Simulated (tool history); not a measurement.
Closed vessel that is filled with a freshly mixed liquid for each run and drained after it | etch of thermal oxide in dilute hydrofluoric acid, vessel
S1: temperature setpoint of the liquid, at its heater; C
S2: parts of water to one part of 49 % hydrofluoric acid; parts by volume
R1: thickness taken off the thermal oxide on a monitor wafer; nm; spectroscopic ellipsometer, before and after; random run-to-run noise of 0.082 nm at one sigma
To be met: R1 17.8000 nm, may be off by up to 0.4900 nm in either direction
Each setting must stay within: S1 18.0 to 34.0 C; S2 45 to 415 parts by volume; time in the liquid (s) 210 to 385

Run 1, hour 0.0: S1 26.0 C, S2 230 parts by volume, time in the liquid (s) 385. Result: R1 6.7306 nm.
Run 2, hour 1.4: S1 22.5 C, S2 230 parts by volume, time in the liquid (s) 385. Result: R1 5.8834 nm.
Run 3, hour 3.9: S1 22.5 C, S2 230 parts by volume, time in the liquid (s) 385. Result: R1 5.9368 nm.
Run 4, hour 7.5: S1 25.0 C, S2 200 parts by volume, time in the liquid (s) 385. Result: R1 7.7364 nm.
Run 5, hour 10.5: S1 25.0 C, S2 200 parts by volume, time in the liquid (s) 385. Result: R1 7.6617 nm.
Run 6, hour 19.2: S1 27.0 C, S2 180 parts by volume, time in the liquid (s) 385. Result: R1 9.4550 nm.
Run 7, hour 19.9: S1 31.0 C, S2 110 parts by volume, time in the liquid (s) 385. Result: R1 19.7350 nm.
Run 8, hour 26.9: S1 31.0 C, S2 110 parts by volume, time in the liquid (s) 385. Result: R1 19.8160 nm.

Which of these 5 next moves meets every target?
Run A, hour 33.9: S1 26.0 C, S2 80 parts by volume, time in the liquid (s) 385. Result: R1 ?.
Run B, hour 33.9: S1 33.5 C, S2 130 parts by volume, time in the liquid (s) 385. Result: R1 ?.
Run C, hour 33.9: S1 31.5 C, S2 115 parts by volume, time in the liquid (s) 380. Result: R1 ?.
Run D, hour 33.9: S1 28.5 C, S2 105 parts by volume, time in the liquid (s) 385. Result: R1 ?.
Run E, hour 33.9: S1 33.0 C, S2 115 parts by volume, time in the liquid (s) 385. Result: R1 ?.

move       R1
   A  23.4130
   B  17.6360
   C  18.7640
   D  18.9300
   E  20.0610
A: further off than the last run
B: hits every target within its allowed miss
C: closes in on the targets versus the last run, not all within tolerance yet
D: closes in on the targets versus the last run, not all within tolerance yet
E: further off than the last run
B meets every target.

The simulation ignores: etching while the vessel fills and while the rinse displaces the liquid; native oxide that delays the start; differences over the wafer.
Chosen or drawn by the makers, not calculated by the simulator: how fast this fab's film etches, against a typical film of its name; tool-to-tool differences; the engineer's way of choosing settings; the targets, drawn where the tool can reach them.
